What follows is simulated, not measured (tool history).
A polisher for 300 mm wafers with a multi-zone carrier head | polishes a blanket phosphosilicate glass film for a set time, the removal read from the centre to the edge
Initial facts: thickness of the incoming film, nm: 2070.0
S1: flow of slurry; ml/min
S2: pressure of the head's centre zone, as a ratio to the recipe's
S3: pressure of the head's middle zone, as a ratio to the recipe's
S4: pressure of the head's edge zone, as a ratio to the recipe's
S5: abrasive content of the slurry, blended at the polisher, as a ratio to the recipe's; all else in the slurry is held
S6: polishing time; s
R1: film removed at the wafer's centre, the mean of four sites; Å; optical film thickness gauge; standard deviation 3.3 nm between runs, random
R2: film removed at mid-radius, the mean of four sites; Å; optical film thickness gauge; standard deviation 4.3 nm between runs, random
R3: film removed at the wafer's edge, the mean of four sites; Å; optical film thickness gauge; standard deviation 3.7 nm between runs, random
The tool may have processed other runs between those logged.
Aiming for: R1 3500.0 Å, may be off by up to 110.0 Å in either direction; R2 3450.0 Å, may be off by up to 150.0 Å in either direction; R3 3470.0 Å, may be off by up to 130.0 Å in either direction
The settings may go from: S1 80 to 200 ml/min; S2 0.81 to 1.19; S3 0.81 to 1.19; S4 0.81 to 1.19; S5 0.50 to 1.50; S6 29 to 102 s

{"run": 1, "hour": 0.0, "S1": 130, "S2": 1.0, "S3": 1.0, "S4": 1.0, "S5": 1.0, "S6": 65, "R1": 4223.4, "R2": 4309.6, "R3": 4182.4}
{"run": 2, "hour": 3.8, "S1": 125, "S2": 0.99, "S3": 0.98, "S4": 0.98, "S5": 0.95, "S6": 65, "R1": 4069.2, "R2": 4080.5, "R3": 4030.6}
{"run": 3, "hour": 10.3, "S1": 125, "S2": 0.99, "S3": 0.94, "S4": 0.98, "S5": 0.95, "S6": 65, "R1": 4012.4, "R2": 3938.2, "R3": 3994.8}
{"run": 4, "hour": 13.9, "S1": 125, "S2": 0.99, "S3": 0.94, "S4": 0.98, "S5": 0.75, "S6": 65, "R1": 3331.9, "R2": 3188.9, "R3": 3338.7}
{"run": 5, "hour": 15.3, "S1": 130, "S2": 0.99, "S3": 0.95, "S4": 0.98, "S5": 0.75, "S6": 65, "R1": 3381.2, "R2": 3236.2, "R3": 3264.8}
{"run": 6, "hour": 22.5, "S1": 130, "S2": 0.99, "S3": 0.9, "S4": 0.98, "S5": 0.75, "S6": 65, "R1": 3301.1, "R2": 3136.7, "R3": 3332.4}
{"run": 7, "hour": 24.6, "S1": 135, "S2": 0.99, "S3": 0.91, "S4": 0.99, "S5": 0.75, "S6": 65, "R1": 3342.6, "R2": 3246.9, "R3": 3413.1}
{"run": 8, "hour": 29.8, "S1": 140, "S2": 0.99, "S3": 0.91, "S4": 0.99, "S5": 0.75, "S6": 65, "R1": 3322.6, "R2": 3202.2, "R3": 3369.9}
{"run": 9, "hour": 37.9, "S1": 140, "S2": 0.99, "S3": 0.92, "S4": 1.0, "S5": 0.75, "S6": 65, "R1": 3399.9, "R2": 3285.9, "R3": 3398.1}
{"run": 10, "hour": 42.6, "S1": 150, "S2": 0.99, "S3": 0.93, "S4": 1.01, "S5": 0.75, "S6": 65, "R1": 3438.6, "R2": 3291.0, "R3": 3409.9}

Next run, 5 choices. One meets every target within its allowed miss, the rest don't. Which?
{"run": "A", "hour": 47.3, "S1": 160, "S2": 0.95, "S3": 0.97, "S4": 0.96, "S5": 0.8, "S6": 68, "R1": "?", "R2": "?", "R3": "?"}
{"run": "B", "hour": 47.3, "S1": 150, "S2": 0.81, "S3": 1.0, "S4": 0.9, "S5": 0.7, "S6": 81, "R1": "?", "R2": "?", "R3": "?"}
{"run": "C", "hour": 47.3, "S1": 145, "S2": 1.02, "S3": 0.86, "S4": 1.0, "S5": 0.8, "S6": 67, "R1": "?", "R2": "?", "R3": "?"}
{"run": "D", "hour": 47.3, "S1": 160, "S2": 0.92, "S3": 0.97, "S4": 1.04, "S5": 0.75, "S6": 73, "R1": "?", "R2": "?", "R3": "?"}
{"run": "E", "hour": 47.3, "S1": 180, "S2": 0.95, "S3": 0.95, "S4": 1.0, "S5": 0.8, "S6": 61, "R1": "?", "R2": "?", "R3": "?"}

move=A R1=3788.7 R2=3799.4 R3=3795.2
move=B R1=3532.5 R2=3975.6 R3=3809.3
move=C R1=3823.4 R2=3423.8 R3=3758.0
move=D R1=3745.5 R2=3830.4 R3=3953.7
move=E R1=3472.4 R2=3430.7 R3=3510.8
A: carries the result that was furthest off beyond its target, to the other side
B: carries the result that was furthest off beyond its target, to the other side
C: meets the target for the result that was furthest off, but another lies outside its allowed miss
D: carries the result that was furthest off beyond its target, to the other side
E: all results in spec
Go with E: it meets all targets.

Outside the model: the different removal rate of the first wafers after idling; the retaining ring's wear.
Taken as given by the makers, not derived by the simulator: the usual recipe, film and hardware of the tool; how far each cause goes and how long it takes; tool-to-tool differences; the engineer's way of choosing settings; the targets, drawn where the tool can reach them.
